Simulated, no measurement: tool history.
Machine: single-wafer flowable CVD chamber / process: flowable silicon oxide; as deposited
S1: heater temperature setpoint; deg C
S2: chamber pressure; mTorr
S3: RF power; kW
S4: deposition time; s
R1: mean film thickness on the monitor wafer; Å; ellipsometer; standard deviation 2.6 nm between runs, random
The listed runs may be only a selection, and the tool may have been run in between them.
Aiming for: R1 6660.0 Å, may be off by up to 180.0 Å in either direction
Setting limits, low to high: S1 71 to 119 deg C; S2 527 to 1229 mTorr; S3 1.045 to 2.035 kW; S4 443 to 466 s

Run 1, hour 0.0: S1 95 deg C, S2 878 mTorr, S3 1.540 kW, S4 466 s. Result: R1 3859.5 Å.
Run 2, hour 1.1: S1 91 deg C, S2 879 mTorr, S3 1.540 kW, S4 466 s. Result: R1 4308.7 Å.
Run 3, hour 7.5: S1 88 deg C, S2 880 mTorr, S3 1.540 kW, S4 466 s. Result: R1 4715.6 Å.
Run 4, hour 9.3: S1 85 deg C, S2 881 mTorr, S3 1.540 kW, S4 466 s. Result: R1 5135.8 Å.
Run 5, hour 12.5: S1 85 deg C, S2 881 mTorr, S3 1.455 kW, S4 466 s. Result: R1 5013.6 Å.
Run 6, hour 19.5: S1 83 deg C, S2 882 mTorr, S3 1.455 kW, S4 466 s. Result: R1 5300.3 Å.
Run 7, hour 26.5: S1 81 deg C, S2 883 mTorr, S3 1.455 kW, S4 466 s. Result: R1 5635.7 Å.
Run 8, hour 35.0: S1 81 deg C, S2 883 mTorr, S3 1.455 kW, S4 466 s. Result: R1 5599.0 Å.
Run 9, hour 37.1: S1 80 deg C, S2 884 mTorr, S3 1.455 kW, S4 466 s. Result: R1 5775.6 Å.
Run 10, hour 39.1: S1 79 deg C, S2 884 mTorr, S3 1.455 kW, S4 466 s. Result: R1 5933.0 Å.

Consider the 5 candidate settings below. Which is the only one whose results all fall within their allowed miss of target?
Run A, hour 41.1: S1 78 deg C, S2 882 mTorr, S3 1.550 kW, S4 464 s. Result: R1 ?.
Run B, hour 41.1: S1 80 deg C, S2 975 mTorr, S3 1.545 kW, S4 450 s. Result: R1 ?.
Run C, hour 41.1: S1 82 deg C, S2 1031 mTorr, S3 1.380 kW, S4 466 s. Result: R1 ?.
Run D, hour 41.1: S1 73 deg C, S2 898 mTorr, S3 1.400 kW, S4 458 s. Result: R1 ?.
Run E, hour 41.1: S1 76 deg C, S2 864 mTorr, S3 1.435 kW, S4 466 s. Result: R1 ?.

move      R1
   A  6143.9
   B  6208.7
   C  6216.6
   D  6698.8
   E  6179.4
A: gains on the last run, yet a result remains outside its allowed miss
B: gains on the last run, yet a result remains outside its allowed miss
C: gains on the last run, yet a result remains outside its allowed miss
D: in spec on every target
E: gains on the last run, yet a result remains outside its allowed miss
Answer: D

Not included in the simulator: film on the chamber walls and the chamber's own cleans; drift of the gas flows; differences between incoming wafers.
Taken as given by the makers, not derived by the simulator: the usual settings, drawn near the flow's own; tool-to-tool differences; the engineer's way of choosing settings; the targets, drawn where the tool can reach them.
